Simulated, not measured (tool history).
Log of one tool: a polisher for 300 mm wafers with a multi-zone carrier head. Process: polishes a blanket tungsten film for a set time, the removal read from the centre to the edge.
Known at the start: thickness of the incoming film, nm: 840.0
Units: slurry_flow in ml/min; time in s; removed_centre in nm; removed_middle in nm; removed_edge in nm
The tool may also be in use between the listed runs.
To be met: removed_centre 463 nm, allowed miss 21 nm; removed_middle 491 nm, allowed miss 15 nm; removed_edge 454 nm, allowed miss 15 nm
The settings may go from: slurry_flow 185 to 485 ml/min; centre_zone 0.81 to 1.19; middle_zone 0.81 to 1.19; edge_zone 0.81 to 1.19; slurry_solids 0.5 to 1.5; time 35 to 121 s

{"run": 1, "hour": 0.0, "slurry_flow": 310, "centre_zone": 1, "middle_zone": 1, "edge_zone": 1, "slurry_solids": 1, "time": 78, "removed_centre": 336.39, "removed_middle": 335.69, "removed_edge": 343.75}
{"run": 2, "hour": 7.9, "slurry_flow": 320, "centre_zone": 1.02, "middle_zone": 1.05, "edge_zone": 1.03, "slurry_solids": 1.15, "time": 80, "removed_centre": 362.95, "removed_middle": 376.1, "removed_edge": 363.69}
{"run": 3, "hour": 10.5, "slurry_flow": 320, "centre_zone": 1.02, "middle_zone": 1.05, "edge_zone": 1.03, "slurry_solids": 0.95, "time": 80, "removed_centre": 344.51, "removed_middle": 361.72, "removed_edge": 352.99}
{"run": 4, "hour": 15.2, "slurry_flow": 320, "centre_zone": 1.02, "middle_zone": 1.05, "edge_zone": 1.03, "slurry_solids": 0.95, "time": 67, "removed_centre": 289.57, "removed_middle": 300.66, "removed_edge": 299.39}
{"run": 5, "hour": 16.2, "slurry_flow": 320, "centre_zone": 0.98, "middle_zone": 1.05, "edge_zone": 1.03, "slurry_solids": 0.95, "time": 67, "removed_centre": 271.52, "removed_middle": 301.01, "removed_edge": 297.97}
{"run": 6, "hour": 18.1, "slurry_flow": 320, "centre_zone": 0.98, "middle_zone": 1.05, "edge_zone": 1.03, "slurry_solids": 0.95, "time": 76, "removed_centre": 314.13, "removed_middle": 340.71, "removed_edge": 338.4}
{"run": 7, "hour": 22.7, "slurry_flow": 325, "centre_zone": 1, "middle_zone": 1.07, "edge_zone": 1.06, "slurry_solids": 1.1, "time": 80, "removed_centre": 352.46, "removed_middle": 369.7, "removed_edge": 370.03}
{"hour": 26.2, "done": "slurry nozzle cleaned"}
{"run": 8, "hour": 26.2, "slurry_flow": 330, "centre_zone": 1.01, "middle_zone": 1.1, "edge_zone": 1.07, "slurry_solids": 1.2, "time": 83, "removed_centre": 394, "removed_middle": 423.36, "removed_edge": 401.73}
{"run": 9, "hour": 30.9, "slurry_flow": 360, "centre_zone": 1.08, "middle_zone": 1.16, "edge_zone": 1.17, "slurry_solids": 1.3, "time": 85, "removed_centre": 447.32, "removed_middle": 464.81, "removed_edge": 434.99}
{"run": 10, "hour": 34.9, "slurry_flow": 365, "centre_zone": 1.08, "middle_zone": 1.17, "edge_zone": 1.18, "slurry_solids": 1.35, "time": 85, "removed_centre": 428.14, "removed_middle": 475.67, "removed_edge": 458.94}

Which of these 4 next moves meets every target?
{"run": "A", "hour": 38.9, "slurry_flow": 355, "centre_zone": 1.1, "middle_zone": 1.16, "edge_zone": 1.1, "slurry_solids": 1.5, "time": 88, "removed_centre": "?", "removed_middle": "?", "removed_edge": "?"}
{"run": "B", "hour": 38.9, "slurry_flow": 435, "centre_zone": 0.9, "middle_zone": 1.06, "edge_zone": 1.19, "slurry_solids": 1.5, "time": 85, "removed_centre": "?", "removed_middle": "?", "removed_edge": "?"}
{"run": "C", "hour": 38.9, "slurry_flow": 345, "centre_zone": 1.05, "middle_zone": 1.17, "edge_zone": 1.19, "slurry_solids": 1.2, "time": 86, "removed_centre": "?", "removed_middle": "?", "removed_edge": "?"}
{"run": "D", "hour": 38.9, "slurry_flow": 445, "centre_zone": 1.02, "middle_zone": 1.08, "edge_zone": 1.19, "slurry_solids": 1.35, "time": 85, "removed_centre": "?", "removed_middle": "?", "removed_edge": "?"}

move=A removed_centre=473.64 removed_middle=499.24 removed_edge=455.17
move=B removed_centre=388.08 removed_middle=452.9 removed_edge=463.34
move=C removed_centre=423.62 removed_middle=469.18 removed_edge=442.28
move=D removed_centre=425.3 removed_middle=450.85 removed_edge=453.94
A: meets every target
B: further off than the last run
C: further off than the last run
D: further off than the last run
Move A is the one to make.
